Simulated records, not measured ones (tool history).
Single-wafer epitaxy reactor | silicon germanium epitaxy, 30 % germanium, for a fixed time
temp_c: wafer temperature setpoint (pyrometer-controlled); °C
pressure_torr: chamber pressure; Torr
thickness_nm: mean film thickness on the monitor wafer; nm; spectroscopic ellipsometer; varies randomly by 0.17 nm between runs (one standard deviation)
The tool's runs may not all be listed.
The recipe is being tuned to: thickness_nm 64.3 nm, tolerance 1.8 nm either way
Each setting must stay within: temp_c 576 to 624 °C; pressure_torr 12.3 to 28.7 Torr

run  hour  temp_c  pressure_torr  thickness_nm
  1     0     600           20.5        56.914
  2   0.5     602           20.6        59.677
  3   1.7     593           20.6        49.291
  4   8.6     584           20.6        40.436
  5  16.5     584           24.1        43.426
  6  22.3     584           21.2        41.186
  7  24.6     591           21.4        47.754
  8  28.6     595           21.5        52.528

Which single option among these 4 for the next run brings every result within its allowed miss of target? Just one does.
  A  32.6     601           26.3             ?
  B  32.6     585           16.3             ?
  C  32.6     580           22.5             ?
  D  32.6     585           25.5             ?

move  thickness_nm
   A        64.281
   B        37.489
   C        38.478
   D          45.2
A: all results in spec
B: its largest miss is bigger than the last run's
C: its largest miss is bigger than the last run's
D: its largest miss is bigger than the last run's
Move A is the one to make.
